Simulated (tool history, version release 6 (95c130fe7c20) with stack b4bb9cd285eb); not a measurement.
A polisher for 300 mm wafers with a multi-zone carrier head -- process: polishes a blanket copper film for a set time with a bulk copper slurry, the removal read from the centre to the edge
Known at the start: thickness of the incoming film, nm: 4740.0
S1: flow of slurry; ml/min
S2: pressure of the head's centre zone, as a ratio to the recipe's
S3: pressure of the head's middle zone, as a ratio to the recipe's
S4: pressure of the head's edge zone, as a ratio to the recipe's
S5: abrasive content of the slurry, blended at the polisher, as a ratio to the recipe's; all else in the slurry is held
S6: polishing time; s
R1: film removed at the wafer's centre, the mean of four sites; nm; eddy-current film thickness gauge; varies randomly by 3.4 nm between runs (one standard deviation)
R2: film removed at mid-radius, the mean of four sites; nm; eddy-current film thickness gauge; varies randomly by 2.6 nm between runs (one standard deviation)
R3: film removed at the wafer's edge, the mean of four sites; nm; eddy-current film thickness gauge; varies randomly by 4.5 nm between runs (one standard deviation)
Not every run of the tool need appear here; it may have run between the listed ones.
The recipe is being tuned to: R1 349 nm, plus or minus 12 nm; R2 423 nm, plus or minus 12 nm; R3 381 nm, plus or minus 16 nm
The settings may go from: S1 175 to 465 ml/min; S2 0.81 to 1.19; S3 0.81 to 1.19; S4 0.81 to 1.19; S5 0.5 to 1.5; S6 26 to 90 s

Run 1, hour 0: S1 295 ml/min, S2 1, S3 1, S4 1, S5 1, S6 58 s. Result: R1 469.51 nm, R2 473.91 nm, R3 485.48 nm.
Run 2, hour 0.6: S1 295 ml/min, S2 0.98, S3 1.01, S4 0.97, S5 0.9, S6 57 s. Result: R1 451.04 nm, R2 459.01 nm, R3 450.99 nm.
Run 3, hour 5.8: S1 290 ml/min, S2 0.95, S3 1.02, S4 0.97, S5 0.85, S6 57 s. Result: R1 430.16 nm, R2 458.13 nm, R3 455.06 nm.
Run 4, hour 10.9: S1 290 ml/min, S2 0.93, S3 1.03, S4 0.95, S5 0.8, S6 57 s. Result: R1 421.49 nm, R2 456.44 nm, R3 443.44 nm.
Run 5, hour 17.5: S1 285 ml/min, S2 0.91, S3 1.04, S4 0.93, S5 0.75, S6 57 s. Result: R1 399.52 nm, R2 450.62 nm, R3 429.23 nm.
Run 6, hour 21.3: S1 285 ml/min, S2 0.91, S3 1, S4 0.93, S5 0.75, S6 57 s. Result: R1 398.18 nm, R2 439.71 nm, R3 425.52 nm.
Run 7, hour 24.7: S1 280 ml/min, S2 0.9, S3 1, S4 0.91, S5 0.75, S6 57 s. Result: R1 396.23 nm, R2 438.14 nm, R3 428.89 nm.
Run 8, hour 25.4: S1 280 ml/min, S2 0.89, S3 1.01, S4 0.9, S5 0.7, S6 57 s. Result: R1 384.25 nm, R2 437.92 nm, R3 414.19 nm.
Run 9, hour 27.8: S1 275 ml/min, S2 0.88, S3 1.01, S4 0.89, S5 0.7, S6 57 s. Result: R1 381.62 nm, R2 432.97 nm, R3 399.66 nm.
Run 10, hour 33.7: S1 265 ml/min, S2 0.87, S3 1.01, S4 0.89, S5 0.7, S6 57 s. Result: R1 374.33 nm, R2 432 nm, R3 419.14 nm.
Run 11, hour 37: S1 270 ml/min, S2 0.86, S3 1.01, S4 0.88, S5 0.65, S6 57 s. Result: R1 366.44 nm, R2 429.29 nm, R3 401.68 nm.
Run 12, hour 43.1: S1 270 ml/min, S2 0.85, S3 1.01, S4 0.87, S5 0.65, S6 57 s. Result: R1 361.03 nm, R2 433.39 nm, R3 407.4 nm.
Run 13, hour 49.1: S1 270 ml/min, S2 0.85, S3 1.01, S4 0.86, S5 0.65, S6 57 s. Result: R1 361.14 nm, R2 424.48 nm, R3 407.49 nm.

Which one of the following 5 next-run settings gets every result inside its allowed miss? There is exactly one.
Run A, hour 55.1: S1 270 ml/min, S2 0.84, S3 1.11, S4 0.82, S5 0.55, S6 53 s. Result: R1 ?, R2 ?, R3 ?.
Run B, hour 55.1: S1 220 ml/min, S2 1.02, S3 1.13, S4 0.83, S5 0.5, S6 55 s. Result: R1 ?, R2 ?, R3 ?.
Run C, hour 55.1: S1 290 ml/min, S2 0.91, S3 1.09, S4 0.84, S5 0.5, S6 51 s. Result: R1 ?, R2 ?, R3 ?.
Run D, hour 55.1: S1 300 ml/min, S2 0.84, S3 1.02, S4 0.81, S5 0.95, S6 51 s. Result: R1 ?, R2 ?, R3 ?.
Run E, hour 55.1: S1 320 ml/min, S2 0.81, S3 1.17, S4 0.82, S5 0.5, S6 54 s. Result: R1 ?, R2 ?, R3 ?.

move      R1      R2      R3
   A  330.12  418.36  349.82
   B  400.85  424.63  353.51
   C  341.23  392.34  336.48
   D  354.64  418.02  373.27
   E  324.42  445.44  354.39
A: takes the result that was furthest off past its target
B: takes the result that was furthest off past its target
C: takes the result that was furthest off past its target
D: every result lands within tolerance
E: takes the result that was furthest off past its target
Answer: D

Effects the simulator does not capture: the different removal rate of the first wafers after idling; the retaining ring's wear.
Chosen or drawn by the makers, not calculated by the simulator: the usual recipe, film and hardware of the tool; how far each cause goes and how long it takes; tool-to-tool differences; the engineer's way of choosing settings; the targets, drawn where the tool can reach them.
